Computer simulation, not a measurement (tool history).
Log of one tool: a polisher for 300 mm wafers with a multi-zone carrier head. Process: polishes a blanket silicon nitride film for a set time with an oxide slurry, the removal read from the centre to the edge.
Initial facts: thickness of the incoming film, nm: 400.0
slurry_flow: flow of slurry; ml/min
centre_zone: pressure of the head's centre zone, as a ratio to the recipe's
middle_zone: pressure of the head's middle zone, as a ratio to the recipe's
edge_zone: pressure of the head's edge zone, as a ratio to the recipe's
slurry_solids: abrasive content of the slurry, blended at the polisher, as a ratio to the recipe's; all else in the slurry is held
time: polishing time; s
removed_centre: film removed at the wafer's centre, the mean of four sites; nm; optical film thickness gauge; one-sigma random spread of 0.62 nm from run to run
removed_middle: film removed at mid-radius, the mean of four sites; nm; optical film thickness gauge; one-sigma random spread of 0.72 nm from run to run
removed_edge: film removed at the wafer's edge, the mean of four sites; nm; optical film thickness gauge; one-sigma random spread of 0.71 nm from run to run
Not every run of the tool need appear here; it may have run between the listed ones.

{"run": 1, "hour": 0.0, "slurry_flow": 165, "centre_zone": 1, "middle_zone": 1, "edge_zone": 1, "slurry_solids": 1, "time": 75, "removed_centre": 68.556, "removed_middle": 68.145, "removed_edge": 68.538}
{"run": 2, "hour": 5.5, "slurry_flow": 175, "centre_zone": 1, "middle_zone": 1.01, "edge_zone": 1.01, "slurry_solids": 1, "time": 75, "removed_centre": 68.584, "removed_middle": 68.899, "removed_edge": 70.052}
{"run": 3, "hour": 11.0, "slurry_flow": 185, "centre_zone": 1, "middle_zone": 1.03, "edge_zone": 1.01, "slurry_solids": 1, "time": 75, "removed_centre": 69.6, "removed_middle": 70.805, "removed_edge": 69.313}
{"run": 4, "hour": 12.1, "slurry_flow": 210, "centre_zone": 1, "middle_zone": 1.03, "edge_zone": 1.01, "slurry_solids": 1, "time": 75, "removed_centre": 71.944, "removed_middle": 72.969, "removed_edge": 71.804}
{"run": 5, "hour": 19.3, "slurry_flow": 210, "centre_zone": 1.07, "middle_zone": 1.03, "edge_zone": 1.01, "slurry_solids": 1, "time": 75, "removed_centre": 75.182, "removed_middle": 72.71, "removed_edge": 70.167}
{"run": 6, "hour": 22.0, "slurry_flow": 215, "centre_zone": 1.05, "middle_zone": 1.04, "edge_zone": 1.02, "slurry_solids": 1, "time": 75, "removed_centre": 74.02, "removed_middle": 74.3, "removed_edge": 71.384}
{"run": 7, "hour": 25.0, "slurry_flow": 220, "centre_zone": 1.04, "middle_zone": 1.05, "edge_zone": 1.03, "slurry_solids": 1, "time": 75, "removed_centre": 75.071, "removed_middle": 73.755, "removed_edge": 72.072}
{"run": 8, "hour": 26.0, "slurry_flow": 220, "centre_zone": 1.02, "middle_zone": 1.06, "edge_zone": 1.03, "slurry_solids": 1, "time": 75, "removed_centre": 72.793, "removed_middle": 75.383, "removed_edge": 71.927}
{"run": 9, "hour": 27.0, "slurry_flow": 220, "centre_zone": 1.02, "middle_zone": 1.06, "edge_zone": 1.03, "slurry_solids": 1, "time": 75, "removed_centre": 73.737, "removed_middle": 76.011, "removed_edge": 73.388}
{"run": 10, "hour": 31.0, "slurry_flow": 220, "centre_zone": 1.01, "middle_zone": 1.07, "edge_zone": 1.03, "slurry_solids": 1, "time": 75, "removed_centre": 71.675, "removed_middle": 75.132, "removed_edge": 72.602}
{"run": 11, "hour": 33.6, "slurry_flow": 225, "centre_zone": 1.01, "middle_zone": 1.08, "edge_zone": 1.03, "slurry_solids": 1, "time": 75, "removed_centre": 71.398, "removed_middle": 76.297, "removed_edge": 73.27}

The next listed run, before its measurement:
{"run": 12, "hour": 36.4, "slurry_flow": 230, "centre_zone": 1.01, "middle_zone": 1.08, "edge_zone": 1.03, "slurry_solids": 1, "time": 75, "removed_centre": "?", "removed_middle": "?", "removed_edge": "?"}

{"run 12": {"removed_centre": 73.338, "removed_middle": 75.716, "removed_edge": 72.231}}

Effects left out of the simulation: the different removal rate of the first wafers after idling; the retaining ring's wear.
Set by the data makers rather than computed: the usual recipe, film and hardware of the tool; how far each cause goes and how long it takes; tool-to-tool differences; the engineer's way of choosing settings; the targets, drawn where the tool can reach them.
